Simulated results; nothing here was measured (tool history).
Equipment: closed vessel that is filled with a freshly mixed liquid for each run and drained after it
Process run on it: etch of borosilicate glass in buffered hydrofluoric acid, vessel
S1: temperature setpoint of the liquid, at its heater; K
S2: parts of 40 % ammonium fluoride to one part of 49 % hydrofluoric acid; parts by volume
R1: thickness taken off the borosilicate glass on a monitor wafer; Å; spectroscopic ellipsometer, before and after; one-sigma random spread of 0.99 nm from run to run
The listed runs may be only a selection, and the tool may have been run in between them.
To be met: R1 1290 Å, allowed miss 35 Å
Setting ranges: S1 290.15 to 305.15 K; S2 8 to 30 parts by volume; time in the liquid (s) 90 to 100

{"run": 1, "hour": 0.0, "S1": 297.15, "S2": 21.5, "time in the liquid (s)": 90, "R1": 577.6}
{"run": 2, "hour": 5.8, "S1": 297.15, "S2": 21.5, "time in the liquid (s)": 100, "R1": 641.07}
{"run": 3, "hour": 8.0, "S1": 299.15, "S2": 19.5, "time in the liquid (s)": 100, "R1": 765.34}
{"run": 4, "hour": 15.4, "S1": 301.65, "S2": 19.5, "time in the liquid (s)": 100, "R1": 884.93}
{"run": 5, "hour": 23.7, "S1": 301.65, "S2": 19.5, "time in the liquid (s)": 90, "R1": 796.94}
{"run": 6, "hour": 26.0, "S1": 301.65, "S2": 15.5, "time in the liquid (s)": 90, "R1": 992.47}
{"run": 7, "hour": 33.4, "S1": 302.65, "S2": 15, "time in the liquid (s)": 90, "R1": 1090.3}
{"run": 8, "hour": 35.6, "S1": 303.15, "S2": 15, "time in the liquid (s)": 90, "R1": 1116.9}
{"run": 9, "hour": 38.1, "S1": 303.65, "S2": 15, "time in the liquid (s)": 90, "R1": 1138.2}
{"run": 10, "hour": 47.1, "S1": 304.15, "S2": 15, "time in the liquid (s)": 90, "R1": 1157.6}

Which one of the following 4 next-run settings gets every result inside its allowed miss? There is exactly one.
{"run": "A", "hour": 56.1, "S1": 302.15, "S2": 14.5, "time in the liquid (s)": 100, "R1": "?"}
{"run": "B", "hour": 56.1, "S1": 302.65, "S2": 14, "time in the liquid (s)": 100, "R1": "?"}
{"run": "C", "hour": 56.1, "S1": 303.65, "S2": 15, "time in the liquid (s)": 95, "R1": "?"}
{"run": "D", "hour": 56.1, "S1": 300.65, "S2": 13, "time in the liquid (s)": 95, "R1": "?"}

move=A R1=1217.7
move=B R1=1293.8
move=C R1=1209.3
move=D R1=1191.2
A: an improvement on the last run, though not all results are within tolerance
B: all results land within tolerance of their targets
C: an improvement on the last run, though not all results are within tolerance
D: an improvement on the last run, though not all results are within tolerance
Move B is the one to make.
